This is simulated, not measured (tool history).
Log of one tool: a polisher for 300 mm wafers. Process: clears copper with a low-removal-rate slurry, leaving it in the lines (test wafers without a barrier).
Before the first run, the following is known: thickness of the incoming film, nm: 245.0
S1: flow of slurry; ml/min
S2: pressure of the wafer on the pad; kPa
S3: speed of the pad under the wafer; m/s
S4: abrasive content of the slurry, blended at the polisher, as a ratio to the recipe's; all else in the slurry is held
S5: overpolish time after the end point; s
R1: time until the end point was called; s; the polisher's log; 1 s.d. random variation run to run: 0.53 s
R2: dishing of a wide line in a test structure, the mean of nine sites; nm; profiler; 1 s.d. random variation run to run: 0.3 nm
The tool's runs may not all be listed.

run	hour	S1	S2	S3	S4	S5	R1	R2
1	0.0	190	18.6	0.96	1.00	15	85.156	29.632
2	8.0	195	20.0	0.98	1.00	13	76.689	27.878
3	10.7	215	21.4	0.96	0.95	11	74.082	25.719
4	18.1	220	22.1	0.96	1.00	10	70.664	24.439
5	19.6	235	22.8	0.94	1.10	9	67.966	23.292
6	20.4	235	22.8	0.94	1.30	9	67.145	23.316
7	26.0	245	23.4	0.92	1.35	8	65.092	20.885
8	34.9	255	24.1	0.92	1.40	7	63.768	19.548
9	36.8	260	24.8	0.92	1.40	6	60.120	18.243
10	37.7	260	25.5	0.92	1.40	6	59.540	18.498

Run 11 comes next. What will it give?
11	43.4	260	26.2	0.92	1.40	6	?	?

For run 11 the tool returned R1 57.504 s, R2 19.018 nm.
